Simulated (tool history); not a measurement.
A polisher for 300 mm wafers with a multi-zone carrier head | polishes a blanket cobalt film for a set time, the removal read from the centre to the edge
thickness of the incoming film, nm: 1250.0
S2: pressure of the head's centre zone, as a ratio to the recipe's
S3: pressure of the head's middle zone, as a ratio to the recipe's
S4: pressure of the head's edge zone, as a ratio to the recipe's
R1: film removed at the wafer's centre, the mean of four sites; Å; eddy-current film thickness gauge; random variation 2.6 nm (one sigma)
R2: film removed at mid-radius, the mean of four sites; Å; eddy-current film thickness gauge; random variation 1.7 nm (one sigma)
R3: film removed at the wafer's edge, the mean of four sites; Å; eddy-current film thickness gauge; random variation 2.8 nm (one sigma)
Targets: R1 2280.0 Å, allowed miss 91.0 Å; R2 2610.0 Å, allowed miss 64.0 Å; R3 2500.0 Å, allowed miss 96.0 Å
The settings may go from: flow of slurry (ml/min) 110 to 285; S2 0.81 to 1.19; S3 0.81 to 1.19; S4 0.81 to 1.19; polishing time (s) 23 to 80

run 1 hour=0.0 | flow_of_slurry_(ml/min)=180 S2=1.00 S3=1.00 S4=1.00 polishing_time_(s)=51 | R1=3355.7 R2=3381.4 R3=3407.8
run 2 hour=8.8 | flow_of_slurry_(ml/min)=170 S2=0.95 S3=0.99 S4=0.95 polishing_time_(s)=47 | R1=2927.9 R2=3057.9 R3=2989.7
run 3 hour=10.9 | flow_of_slurry_(ml/min)=170 S2=0.95 S3=0.99 S4=0.98 polishing_time_(s)=47 | R1=2920.5 R2=3085.7 R3=3014.9
run 4 hour=14.1 | flow_of_slurry_(ml/min)=170 S2=1.03 S3=0.99 S4=0.98 polishing_time_(s)=47 | R1=3204.0 R2=3061.2 R3=2990.6
run 5 hour=15.9 | flow_of_slurry_(ml/min)=170 S2=1.07 S3=0.99 S4=0.98 polishing_time_(s)=47 | R1=3314.8 R2=3049.3 R3=3082.3
run 6 hour=18.1 | flow_of_slurry_(ml/min)=155 S2=0.99 S3=0.97 S4=0.96 polishing_time_(s)=45 | R1=2890.6 R2=2830.8 R3=2856.1
run 7 hour=26.7 | flow_of_slurry_(ml/min)=120 S2=0.89 S3=0.95 S4=0.86 polishing_time_(s)=43 | R1=2274.1 R2=2480.6 R3=2487.9
run 8 hour=29.0 | flow_of_slurry_(ml/min)=120 S2=0.89 S3=0.95 S4=0.86 polishing_time_(s)=43 | R1=2269.0 R2=2505.5 R3=2491.9
run 9 hour=29.7 | flow_of_slurry_(ml/min)=120 S2=0.89 S3=0.95 S4=0.86 polishing_time_(s)=43 | R1=2329.9 R2=2460.5 R3=2471.6
run 10 hour=37.5 | flow_of_slurry_(ml/min)=120 S2=0.89 S3=0.95 S4=0.86 polishing_time_(s)=43 | R1=2292.7 R2=2468.1 R3=2513.5

4 next moves are on the table. One of them brings every result within its allowed miss. Which?
run A hour=45.3 | flow_of_slurry_(ml/min)=110 S2=0.85 S3=0.85 S4=0.91 polishing_time_(s)=45 | R1=? R2=? R3=?
run B hour=45.3 | flow_of_slurry_(ml/min)=150 S2=0.87 S3=0.99 S4=0.88 polishing_time_(s)=41 | R1=? R2=? R3=?
run C hour=45.3 | flow_of_slurry_(ml/min)=115 S2=0.89 S3=1.07 S4=0.82 polishing_time_(s)=43 | R1=? R2=? R3=?
run D hour=45.3 | flow_of_slurry_(ml/min)=115 S2=0.90 S3=0.94 S4=0.81 polishing_time_(s)=43 | R1=? R2=? R3=?

move=A R1=2200.3 R2=2306.3 R3=2674.4
move=B R1=2255.2 R2=2588.1 R3=2537.0
move=C R1=2240.8 R2=2709.1 R3=2459.7
move=D R1=2264.2 R2=2428.2 R3=2451.5
A: further off than the last run
B: meets every target
C: takes the result that was furthest off past its target
D: further off than the last run
The right move is B.
